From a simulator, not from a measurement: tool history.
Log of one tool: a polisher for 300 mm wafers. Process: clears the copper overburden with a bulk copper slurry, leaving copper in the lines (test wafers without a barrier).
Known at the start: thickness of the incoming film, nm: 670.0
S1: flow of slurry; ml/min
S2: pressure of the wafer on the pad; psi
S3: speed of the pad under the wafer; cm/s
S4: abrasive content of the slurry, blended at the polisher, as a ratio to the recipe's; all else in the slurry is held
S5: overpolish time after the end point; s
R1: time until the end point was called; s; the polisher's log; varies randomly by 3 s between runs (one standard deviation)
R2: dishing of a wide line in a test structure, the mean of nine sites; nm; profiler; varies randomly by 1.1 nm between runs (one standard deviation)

run,hour,S1,S2,S3,S4,S5,R1,R2
1,0.0,255,2.3,106,1.0,17,80.752,90.000
2,1.7,255,2.3,116,1.0,17,73.960,95.263
3,3.0,255,2.1,112,1.0,19,86.762,91.988
4,3.9,255,2.1,112,1.0,23,83.132,102.970
5,13.0,255,2.1,112,1.0,18,87.388,88.231
6,18.3,255,1.9,112,1.0,20,97.580,90.789

The next listed run, before its measurement:
7,21.4,255,1.8,112,1.0,20,?,?

{"run 7": {"R1": 101.16, "R2": 86.236}}

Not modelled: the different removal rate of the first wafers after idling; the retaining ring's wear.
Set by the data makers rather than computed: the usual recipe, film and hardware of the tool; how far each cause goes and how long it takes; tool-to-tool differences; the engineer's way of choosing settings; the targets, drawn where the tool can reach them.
